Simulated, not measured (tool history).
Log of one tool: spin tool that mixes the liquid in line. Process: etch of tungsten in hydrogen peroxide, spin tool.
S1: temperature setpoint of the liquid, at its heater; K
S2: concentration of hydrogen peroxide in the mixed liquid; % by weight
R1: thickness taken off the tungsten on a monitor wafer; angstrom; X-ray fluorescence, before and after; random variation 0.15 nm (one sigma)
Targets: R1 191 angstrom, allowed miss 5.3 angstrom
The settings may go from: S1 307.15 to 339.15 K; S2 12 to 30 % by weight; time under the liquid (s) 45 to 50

run 1 hour=0 | S1=323.15 S2=20.5 time_under_the_liquid_(s)=45 | R1=373.41
run 2 hour=2.5 | S1=323.15 S2=22 time_under_the_liquid_(s)=45 | R1=392.3
run 3 hour=5.6 | S1=323.15 S2=24.5 time_under_the_liquid_(s)=45 | R1=416.26
run 4 hour=11.4 | S1=323.15 S2=24.5 time_under_the_liquid_(s)=50 | R1=459.05
run 5 hour=18.7 | S1=321.65 S2=24.5 time_under_the_liquid_(s)=50 | R1=421.7
run 6 hour=22.3 | S1=321.65 S2=24.5 time_under_the_liquid_(s)=45 | R1=376.98
run 7 hour=28.1 | S1=320.65 S2=24.5 time_under_the_liquid_(s)=45 | R1=359.33
run 8 hour=34.5 | S1=319.65 S2=24.5 time_under_the_liquid_(s)=45 | R1=332.81
run 9 hour=41.7 | S1=319.65 S2=24.5 time_under_the_liquid_(s)=45 | R1=333.91
run 10 hour=43.4 | S1=318.65 S2=24.5 time_under_the_liquid_(s)=45 | R1=311.95
run 11 hour=46.3 | S1=317.65 S2=24.5 time_under_the_liquid_(s)=45 | R1=294.53
run 12 hour=52.7 | S1=317.15 S2=24.5 time_under_the_liquid_(s)=45 | R1=287.23
run 13 hour=60.5 | S1=316.65 S2=24.5 time_under_the_liquid_(s)=45 | R1=274.14
run 14 hour=61.6 | S1=316.15 S2=24.5 time_under_the_liquid_(s)=45 | R1=268.48
run 15 hour=70.2 | S1=315.65 S2=24.5 time_under_the_liquid_(s)=45 | R1=259.32
run 16 hour=71.3 | S1=315.15 S2=24.5 time_under_the_liquid_(s)=45 | R1=247.78
run 17 hour=76.9 | S1=314.65 S2=24.5 time_under_the_liquid_(s)=45 | R1=243.42
run 18 hour=82.1 | S1=309.65 S2=24.5 time_under_the_liquid_(s)=45 | R1=176.63
run 19 hour=89.8 | S1=310.15 S2=24.5 time_under_the_liquid_(s)=45 | R1=182.7

Which of these 4 next moves meets every target?
run A hour=97.5 | S1=310.15 S2=22.5 time_under_the_liquid_(s)=50 | R1=?
run B hour=97.5 | S1=310.65 S2=21.5 time_under_the_liquid_(s)=45 | R1=?
run C hour=97.5 | S1=308.65 S2=23 time_under_the_liquid_(s)=50 | R1=?
run D hour=97.5 | S1=309.15 S2=21 time_under_the_liquid_(s)=50 | R1=?

move=A R1=191.28
move=B R1=173.95
move=C R1=174.99
move=D R1=172.89
A: meets every target
B: further off than the last run
C: further off than the last run
D: further off than the last run
Move A is the one to make.

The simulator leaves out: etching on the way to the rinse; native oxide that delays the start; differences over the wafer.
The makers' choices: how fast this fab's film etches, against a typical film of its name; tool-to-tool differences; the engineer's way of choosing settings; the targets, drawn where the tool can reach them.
